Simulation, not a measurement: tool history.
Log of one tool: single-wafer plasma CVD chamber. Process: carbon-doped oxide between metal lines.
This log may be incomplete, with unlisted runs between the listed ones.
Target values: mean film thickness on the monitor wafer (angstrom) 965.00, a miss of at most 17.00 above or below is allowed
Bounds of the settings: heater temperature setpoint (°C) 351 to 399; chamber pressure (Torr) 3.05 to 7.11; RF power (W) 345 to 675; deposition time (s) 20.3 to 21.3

run,hour,heater temperature setpoint (°C),chamber pressure (Torr),RF power (W),deposition time (s),mean film thickness on the monitor wafer (angstrom)
1,0.0,375,5.08,510,21.3,1059.20
2,1.9,375,5.08,510,21.3,1063.70
3,5.9,375,5.08,510,21.3,1069.30
4,12.7,375,5.08,510,21.3,1076.60
5,21.3,375,5.85,510,21.3,1082.20
6,28.8,375,5.85,510,21.3,1096.60
7,30.7,376,5.55,505,21.3,1065.70
8,35.5,378,5.42,500,21.3,1056.60
9,41.0,379,5.23,495,21.3,1035.70
10,44.4,381,5.12,495,21.3,1038.70
11,51.7,381,4.99,490,21.3,1028.20
12,55.1,381,4.87,485,21.3,1017.40
13,58.3,382,4.76,480,21.3,1011.30
14,60.6,382,4.68,475,21.3,995.66
15,62.9,382,4.60,475,21.3,989.62
16,68.5,382,4.53,475,21.3,986.98
17,76.5,382,4.47,475,21.3,998.73
18,78.3,382,4.47,475,21.3,986.70
19,79.4,382,4.41,475,21.3,984.42
20,87.2,382,4.36,475,21.3,995.55

5 candidate next runs follow, results not yet known. Just one meets every target within its allowed miss. Identify it.
A,95.0,390,3.74,480,21.3,?
B,95.0,386,4.21,470,20.3,?
C,95.0,381,3.29,540,20.7,?
D,95.0,380,4.13,500,21.3,?
E,95.0,386,4.51,465,20.3,?

move,mean film thickness on the monitor wafer (angstrom)
A,960.90
B,922.09
C,1008.90
D,1013.40
E,922.85
A: every result within its allowed miss
B: pushes the last run's worst result past its target
C: the biggest miss grows against the last run
D: the biggest miss grows against the last run
E: pushes the last run's worst result past its target
The move that meets every target is A.
